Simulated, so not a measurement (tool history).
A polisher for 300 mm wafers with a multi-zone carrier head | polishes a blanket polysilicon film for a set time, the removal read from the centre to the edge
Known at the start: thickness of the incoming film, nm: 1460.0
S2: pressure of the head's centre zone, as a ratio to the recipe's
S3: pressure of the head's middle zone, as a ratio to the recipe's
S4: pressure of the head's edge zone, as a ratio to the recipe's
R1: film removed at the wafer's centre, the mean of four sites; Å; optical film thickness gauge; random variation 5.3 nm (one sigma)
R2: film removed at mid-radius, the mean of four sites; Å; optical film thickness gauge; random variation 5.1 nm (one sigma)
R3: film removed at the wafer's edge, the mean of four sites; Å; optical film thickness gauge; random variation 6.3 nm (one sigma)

run 1 hour=0.0 | flow_of_slurry_(ml/min)=310 S2=1.00 S3=1.00 S4=1.00 polishing_time_(s)=69 | R1=3940.6 R2=4105.6 R3=4058.4
run 2 hour=5.9 | flow_of_slurry_(ml/min)=260 S2=1.00 S3=1.00 S4=1.00 polishing_time_(s)=69 | R1=3926.4 R2=3918.6 R3=3902.6
run 3 hour=9.2 | flow_of_slurry_(ml/min)=260 S2=1.09 S3=1.00 S4=1.00 polishing_time_(s)=69 | R1=4237.4 R2=3982.7 R3=3858.9
run 4 hour=15.1 | flow_of_slurry_(ml/min)=195 S2=1.09 S3=1.00 S4=1.00 polishing_time_(s)=69 | R1=4010.0 R2=3827.5 R3=3778.2
run 5 hour=17.8 | flow_of_slurry_(ml/min)=195 S2=1.09 S3=1.00 S4=1.00 polishing_time_(s)=76 | R1=4378.3 R2=4243.4 R3=4098.0
run 6 hour=25.9 | flow_of_slurry_(ml/min)=195 S2=1.09 S3=1.00 S4=1.05 polishing_time_(s)=76 | R1=4431.7 R2=4286.4 R3=4207.3
run 7 hour=31.5 | flow_of_slurry_(ml/min)=205 S2=1.07 S3=1.00 S4=1.07 polishing_time_(s)=77 | R1=4352.2 R2=4297.7 R3=4478.1
run 8 hour=39.5 | flow_of_slurry_(ml/min)=215 S2=1.07 S3=1.01 S4=1.08 polishing_time_(s)=77 | R1=4411.4 R2=4403.0 R3=4373.0
run 9 hour=44.7 | flow_of_slurry_(ml/min)=225 S2=1.06 S3=1.01 S4=1.09 polishing_time_(s)=78 | R1=4613.8 R2=4435.6 R3=4618.2
run 10 hour=49.2 | flow_of_slurry_(ml/min)=225 S2=1.04 S3=1.02 S4=1.10 polishing_time_(s)=78 | R1=4426.4 R2=4390.1 R3=4478.5
run 11 hour=53.7 | flow_of_slurry_(ml/min)=230 S2=1.02 S3=1.02 S4=1.10 polishing_time_(s)=79 | R1=4517.4 R2=4547.6 R3=4596.4
run 12 hour=61.0 | flow_of_slurry_(ml/min)=235 S2=1.00 S3=1.02 S4=1.11 polishing_time_(s)=79 | R1=4347.5 R2=4579.5 R3=4642.5
run 13 hour=65.2 | flow_of_slurry_(ml/min)=240 S2=1.00 S3=1.02 S4=1.12 polishing_time_(s)=79 | R1=4415.9 R2=4631.3 R3=4744.7
run 14 hour=65.8 | flow_of_slurry_(ml/min)=245 S2=1.00 S3=1.02 S4=1.13 polishing_time_(s)=79 | R1=4364.9 R2=4575.6 R3=4700.5

Run 15 comes next. What will it give?
run 15 hour=72.5 | flow_of_slurry_(ml/min)=250 S2=1.00 S3=1.02 S4=1.14 polishing_time_(s)=79 | R1=? R2=? R3=?

R1: 4518.1 Å
R2: 4541.5 Å
R3: 4866.0 Å

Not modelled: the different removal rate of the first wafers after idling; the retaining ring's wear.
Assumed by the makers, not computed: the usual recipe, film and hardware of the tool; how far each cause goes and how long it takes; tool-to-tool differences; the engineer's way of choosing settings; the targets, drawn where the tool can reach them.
